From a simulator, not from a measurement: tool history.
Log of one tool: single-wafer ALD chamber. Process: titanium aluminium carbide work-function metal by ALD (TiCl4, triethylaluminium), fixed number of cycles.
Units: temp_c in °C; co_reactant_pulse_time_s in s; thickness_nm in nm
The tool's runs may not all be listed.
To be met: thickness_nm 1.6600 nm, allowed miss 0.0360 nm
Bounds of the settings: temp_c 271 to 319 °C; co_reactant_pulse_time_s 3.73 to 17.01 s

| run | hour | temp_c | co_reactant_pulse_time_s | thickness_nm |
|---|---|---|---|---|
| 1 | 0.0 | 295 | 10.37 | 2.0530 |
| 2 | 6.0 | 303 | 10.37 | 2.1247 |
| 3 | 14.0 | 293 | 10.37 | 2.0639 |
| 4 | 19.1 | 290 | 9.59 | 1.9751 |
| 5 | 25.8 | 299 | 9.59 | 2.0676 |
| 6 | 33.5 | 295 | 9.59 | 2.0627 |
| 7 | 42.2 | 292 | 8.90 | 2.0007 |
| 8 | 50.1 | 290 | 8.29 | 1.9565 |
| 9 | 56.3 | 288 | 7.75 | 1.8940 |
| 10 | 56.9 | 286 | 7.41 | 1.8745 |
| 11 | 58.4 | 284 | 7.06 | 1.8419 |
| 12 | 65.9 | 283 | 6.78 | 1.7915 |
| 13 | 68.7 | 271 | 5.51 | 1.5821 |

4 next moves are on the table. One of them brings every result within its allowed miss. Which?
| A | 71.5 | 271 | 4.93 | ? |
| B | 71.5 | 271 | 6.23 | ? |
| C | 71.5 | 271 | 5.11 | ? |
| D | 71.5 | 276 | 5.36 | ? |

| move | thickness_nm |
|---|---|
| A | 1.5036 |
| B | 1.6683 |
| C | 1.5315 |
| D | 1.6015 |
A: further off than the last run
B: meets every target
C: further off than the last run
D: nearer than the last run, and not there yet
Move B is the one to make.
